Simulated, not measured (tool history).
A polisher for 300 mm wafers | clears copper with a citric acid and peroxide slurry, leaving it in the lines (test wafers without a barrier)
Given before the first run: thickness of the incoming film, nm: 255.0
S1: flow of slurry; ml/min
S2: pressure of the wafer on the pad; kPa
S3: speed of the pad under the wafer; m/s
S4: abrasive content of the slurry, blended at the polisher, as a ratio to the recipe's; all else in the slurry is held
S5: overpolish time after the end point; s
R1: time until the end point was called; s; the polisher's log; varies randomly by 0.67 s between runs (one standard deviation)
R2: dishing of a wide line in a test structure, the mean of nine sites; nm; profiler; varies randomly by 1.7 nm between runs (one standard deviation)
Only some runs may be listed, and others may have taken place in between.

{"run": 1, "hour": 0.0, "S1": 150, "S2": 19.3, "S3": 1.4, "S4": 1, "S5": 18, "R1": 72.323, "R2": 42.084}
{"run": 2, "hour": 4.6, "S1": 150, "S2": 19.3, "S3": 1.4, "S4": 1.1, "S5": 18, "R1": 70.544, "R2": 42.373}
{"run": 3, "hour": 9.7, "S1": 150, "S2": 19.3, "S3": 1.08, "S4": 1.1, "S5": 18, "R1": 86.573, "R2": 37.055}
{"run": 4, "hour": 11.8, "S1": 150, "S2": 19.3, "S3": 1.26, "S4": 1.1, "S5": 18, "R1": 77.122, "R2": 40.541}
{"run": 5, "hour": 20.2, "S1": 150, "S2": 19.3, "S3": 1.26, "S4": 1.2, "S5": 18, "R1": 76.138, "R2": 41.134}
{"run": 6, "hour": 25.6, "S1": 150, "S2": 20.7, "S3": 1.26, "S4": 1.2, "S5": 19, "R1": 69.409, "R2": 45.395}
{"run": 7, "hour": 32.3, "S1": 150, "S2": 21.4, "S3": 1.26, "S4": 1.2, "S5": 21, "R1": 69.12, "R2": 53.685}
{"run": 8, "hour": 38.1, "S1": 155, "S2": 22.1, "S3": 1.26, "S4": 1.2, "S5": 21, "R1": 67.014, "R2": 55.229}

Run 9 is up next; what results do you expect?
{"run": 9, "hour": 44.8, "S1": 155, "S2": 22.8, "S3": 1.26, "S4": 1.2, "S5": 21, "R1": "?", "R2": "?"}

R1: 64.509 s
R2: 55.696 nm

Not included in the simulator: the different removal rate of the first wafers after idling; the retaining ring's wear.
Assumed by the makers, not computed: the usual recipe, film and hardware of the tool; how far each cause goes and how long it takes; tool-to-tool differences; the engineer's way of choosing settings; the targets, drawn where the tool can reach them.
